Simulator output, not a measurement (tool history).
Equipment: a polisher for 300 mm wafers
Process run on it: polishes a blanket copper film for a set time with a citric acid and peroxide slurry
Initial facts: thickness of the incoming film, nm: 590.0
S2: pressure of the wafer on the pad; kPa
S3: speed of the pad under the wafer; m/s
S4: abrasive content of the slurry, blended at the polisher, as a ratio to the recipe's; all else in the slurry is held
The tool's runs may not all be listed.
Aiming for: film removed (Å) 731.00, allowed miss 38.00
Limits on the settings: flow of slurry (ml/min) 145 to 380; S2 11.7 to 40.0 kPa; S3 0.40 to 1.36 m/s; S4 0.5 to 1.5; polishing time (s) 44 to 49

run 1 hour=0.0 | flow_of_slurry_(ml/min)=245 S2=25.5 S3=0.88 S4=1.0 polishing_time_(s)=49 | film_removed_(Å)=1083.80
run 2 hour=7.5 | flow_of_slurry_(ml/min)=245 S2=25.5 S3=1.04 S4=1.0 polishing_time_(s)=49 | film_removed_(Å)=1224.70
run 3 hour=12.2 | flow_of_slurry_(ml/min)=245 S2=22.8 S3=1.02 S4=1.0 polishing_time_(s)=49 | film_removed_(Å)=1099.40
run 4 hour=15.7 | flow_of_slurry_(ml/min)=245 S2=20.7 S3=1.02 S4=1.0 polishing_time_(s)=49 | film_removed_(Å)=952.50
run 5 hour=23.8 | flow_of_slurry_(ml/min)=245 S2=20.0 S3=1.02 S4=1.0 polishing_time_(s)=49 | film_removed_(Å)=953.59
run 6 hour=28.6 | flow_of_slurry_(ml/min)=245 S2=18.6 S3=1.02 S4=1.0 polishing_time_(s)=49 | film_removed_(Å)=898.25
run 7 hour=30.5 | flow_of_slurry_(ml/min)=245 S2=17.9 S3=1.02 S4=1.0 polishing_time_(s)=49 | film_removed_(Å)=868.23
run 8 hour=39.4 | flow_of_slurry_(ml/min)=245 S2=17.2 S3=1.02 S4=1.0 polishing_time_(s)=49 | film_removed_(Å)=848.90
run 9 hour=47.1 | flow_of_slurry_(ml/min)=245 S2=16.5 S3=1.02 S4=1.0 polishing_time_(s)=49 | film_removed_(Å)=789.28

Which one of the following 5 next-run settings gets every result inside its allowed miss? There is exactly one.
run A hour=54.8 | flow_of_slurry_(ml/min)=190 S2=16.5 S3=1.12 S4=1.0 polishing_time_(s)=44 | film_removed_(Å)=?
run B hour=54.8 | flow_of_slurry_(ml/min)=210 S2=17.9 S3=1.02 S4=1.0 polishing_time_(s)=47 | film_removed_(Å)=?
run C hour=54.8 | flow_of_slurry_(ml/min)=280 S2=15.9 S3=1.30 S4=1.0 polishing_time_(s)=44 | film_removed_(Å)=?
run D hour=54.8 | flow_of_slurry_(ml/min)=235 S2=19.3 S3=0.84 S4=1.1 polishing_time_(s)=49 | film_removed_(Å)=?
run E hour=54.8 | flow_of_slurry_(ml/min)=315 S2=17.9 S3=1.10 S4=1.0 polishing_time_(s)=44 | film_removed_(Å)=?

move=A film_removed_(Å)=751.40
move=B film_removed_(Å)=816.76
move=C film_removed_(Å)=856.70
move=D film_removed_(Å)=815.45
move=E film_removed_(Å)=850.81
A: all results land within tolerance of their targets
B: moves away from the targets compared with the last run
C: moves away from the targets compared with the last run
D: moves away from the targets compared with the last run
E: moves away from the targets compared with the last run
So the answer is move A, the one that meets all the targets.
